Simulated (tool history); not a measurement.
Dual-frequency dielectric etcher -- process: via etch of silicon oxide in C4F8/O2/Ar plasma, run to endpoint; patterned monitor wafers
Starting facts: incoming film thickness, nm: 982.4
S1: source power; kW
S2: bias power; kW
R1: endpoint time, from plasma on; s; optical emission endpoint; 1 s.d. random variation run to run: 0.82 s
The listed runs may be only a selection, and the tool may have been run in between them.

run	hour	S1	S2	R1
1	0.0	1.400	2.247	229.60
2	6.2	1.220	2.247	239.83
3	7.4	1.370	2.385	227.15
4	10.4	1.540	2.385	214.20
5	12.2	1.540	2.660	205.97
6	13.2	1.350	2.660	219.44
7	21.0	1.440	2.707	212.42
8	23.7	1.510	2.743	207.00
9	29.8	1.560	2.771	202.93

What will run 10 give?
10	36.3	1.600	2.792	?

{"run 10": {"R1": 200.7}}
